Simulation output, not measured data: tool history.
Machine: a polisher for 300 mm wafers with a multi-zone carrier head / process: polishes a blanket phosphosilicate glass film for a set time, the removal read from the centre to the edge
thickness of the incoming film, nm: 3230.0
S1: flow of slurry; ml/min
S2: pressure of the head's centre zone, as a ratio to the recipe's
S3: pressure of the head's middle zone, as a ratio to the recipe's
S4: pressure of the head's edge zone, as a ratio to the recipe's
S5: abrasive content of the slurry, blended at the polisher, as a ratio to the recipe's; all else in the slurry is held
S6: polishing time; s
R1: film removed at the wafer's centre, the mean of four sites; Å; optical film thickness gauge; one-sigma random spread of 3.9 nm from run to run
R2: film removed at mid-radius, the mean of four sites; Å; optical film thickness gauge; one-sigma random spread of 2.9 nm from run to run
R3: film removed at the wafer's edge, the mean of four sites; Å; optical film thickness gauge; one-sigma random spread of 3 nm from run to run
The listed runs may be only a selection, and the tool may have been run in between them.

run  hour   S1    S2    S3    S4    S5  S6      R1      R2      R3
  1   0.0  140  1.00  1.00  1.00  1.00  69  3796.7  4188.7  3976.1
  2   6.1  160  1.00  1.00  1.00  1.00  69  3864.7  4292.1  4168.1
  3  14.2  155  1.01  0.96  1.02  0.90  67  3604.6  3799.2  3875.1
  4  16.7  120  1.01  0.96  1.02  0.90  67  3338.8  3534.3  3681.5
  5  18.9  115  1.03  0.93  1.01  0.85  67  3347.8  3364.5  3656.3
  6  21.6  110  1.05  0.91  1.00  0.75  66  3158.2  3104.6  3352.1
  7  23.8  105  1.06  0.89  1.00  0.70  66  3042.3  2908.3  3207.8
     25.1  -- centre zone pressure recalibrated
  8  25.1  100  1.07  0.87  1.00  0.70  66  3301.9  2802.9  3217.2
  9  32.5  100  1.06  0.86  1.00  0.65  66  3169.5  2762.1  3114.0

What will run 10 give?
 10  35.7  95  1.05  0.85  1.02  0.65  66   ?   ?   ?

Run 10 gave R1 3042.1 Å, R2 2637.7 Å, R3 3129.5 Å.

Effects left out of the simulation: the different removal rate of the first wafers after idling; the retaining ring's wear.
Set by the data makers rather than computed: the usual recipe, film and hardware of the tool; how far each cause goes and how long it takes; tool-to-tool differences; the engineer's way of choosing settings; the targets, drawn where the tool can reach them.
